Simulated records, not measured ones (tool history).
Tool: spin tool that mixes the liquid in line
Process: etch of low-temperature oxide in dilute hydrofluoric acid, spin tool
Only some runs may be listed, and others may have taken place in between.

| run | hour | temperature setpoint of the liquid (°C) | parts of water to one part of 49 % hydrofluoric acid (parts by volume) | time under the liquid (s) | thickness taken off the low-temperature oxide on a monitor wafer (Å) |
|---|---|---|---|---|---|
| 1 | 0.0 | 22.0 | 180 | 100 | 170.19 |
| 2 | 1.0 | 22.0 | 180 | 105 | 181.80 |
| 3 | 5.4 | 23.0 | 180 | 105 | 187.40 |
| 4 | 13.6 | 24.0 | 180 | 105 | 195.42 |
| 5 | 22.7 | 24.0 | 180 | 100 | 186.26 |
| 6 | 27.9 | 24.0 | 135 | 100 | 259.68 |
| 7 | 35.7 | 24.0 | 135 | 100 | 258.48 |
| 8 | 42.1 | 23.5 | 135 | 100 | 256.80 |

For run 9, what comes out?
| 9 | 49.3 | 20.5 | 135 | 100 | ? |

thickness taken off the low-temperature oxide on a monitor wafer (Å): 225.90

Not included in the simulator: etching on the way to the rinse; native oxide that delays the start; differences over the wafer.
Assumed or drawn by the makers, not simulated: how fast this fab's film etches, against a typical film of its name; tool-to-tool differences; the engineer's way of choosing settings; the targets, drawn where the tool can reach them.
